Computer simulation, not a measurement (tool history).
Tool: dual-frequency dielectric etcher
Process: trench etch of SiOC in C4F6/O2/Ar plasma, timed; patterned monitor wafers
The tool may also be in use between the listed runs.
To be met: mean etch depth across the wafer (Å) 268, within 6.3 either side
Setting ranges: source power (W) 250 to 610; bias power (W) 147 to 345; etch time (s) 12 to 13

run	hour	source power (W)	bias power (W)	etch time (s)	mean etch depth across the wafer (Å)
1	0	430	246	13	302.37
2	7.7	430	275	13	315.39
3	15.1	420	273	13	311.18
4	19	410	271	13	306.94
5	27.4	400	269	13	305.3
6	29.3	470	269	13	323.36
7	36.9	450	266	13	318.48
8	44.7	440	264	13	311.68
9	49.5	430	262	13	309.61
10	57.2	420	260	13	306.52

Pick the move, out of 4, that brings all results within their allowed miss; only one does.
A	64.9	400	230	12	?
B	64.9	440	317	13	?
C	64.9	480	274	13	?
D	64.9	460	257	12	?

move	mean etch depth across the wafer (Å)
A	265.02
B	334.97
C	326.29
D	289.75
A: in spec on every target
B: the biggest miss grows against the last run
C: the biggest miss grows against the last run
D: gains on the last run, yet a result remains outside its allowed miss
Move A is the one to make.
